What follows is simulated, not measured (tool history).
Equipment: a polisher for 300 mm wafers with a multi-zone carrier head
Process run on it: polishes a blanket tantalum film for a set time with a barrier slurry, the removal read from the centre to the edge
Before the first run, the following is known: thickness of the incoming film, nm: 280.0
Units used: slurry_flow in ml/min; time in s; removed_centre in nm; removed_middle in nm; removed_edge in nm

Run 1, hour 0: slurry_flow 155 ml/min, centre_zone 1, middle_zone 1, edge_zone 1, slurry_solids 1, time 39 s. Result: removed_centre 79.525 nm, removed_middle 75.113 nm, removed_edge 76.059 nm.
Run 2, hour 7.4: slurry_flow 155 ml/min, centre_zone 1, middle_zone 1, edge_zone 1, slurry_solids 1, time 32 s. Result: removed_centre 64.296 nm, removed_middle 61.441 nm, removed_edge 61.319 nm.
Run 3, hour 8.8: slurry_flow 155 ml/min, centre_zone 1, middle_zone 1, edge_zone 1, slurry_solids 1.15, time 32 s. Result: removed_centre 66.295 nm, removed_middle 63.115 nm, removed_edge 64.771 nm.
Run 4, hour 17.7: slurry_flow 155 ml/min, centre_zone 1, middle_zone 1, edge_zone 1.09, slurry_solids 1.15, time 32 s. Result: removed_centre 67.136 nm, removed_middle 63.9 nm, removed_edge 65.533 nm.
Run 5, hour 20.2: slurry_flow 155 ml/min, centre_zone 1, middle_zone 1, edge_zone 1.09, slurry_solids 1.15, time 23 s. Result: removed_centre 47.839 nm, removed_middle 45.111 nm, removed_edge 47.735 nm.
Run 6, hour 22.7: slurry_flow 155 ml/min, centre_zone 0.94, middle_zone 1, edge_zone 1.09, slurry_solids 1.15, time 23 s. Result: removed_centre 45.233 nm, removed_middle 45.559 nm, removed_edge 47.82 nm.

Run 7 is up next; what results do you expect?
Run 7, hour 25.1: slurry_flow 170 ml/min, centre_zone 1, middle_zone 0.98, edge_zone 1.08, slurry_solids 1.05, time 23 s. Result: removed_centre ?, removed_middle ?, removed_edge ?.

Run 7 came out at removed_centre 47.148 nm, removed_middle 44.503 nm, removed_edge 47.166 nm.

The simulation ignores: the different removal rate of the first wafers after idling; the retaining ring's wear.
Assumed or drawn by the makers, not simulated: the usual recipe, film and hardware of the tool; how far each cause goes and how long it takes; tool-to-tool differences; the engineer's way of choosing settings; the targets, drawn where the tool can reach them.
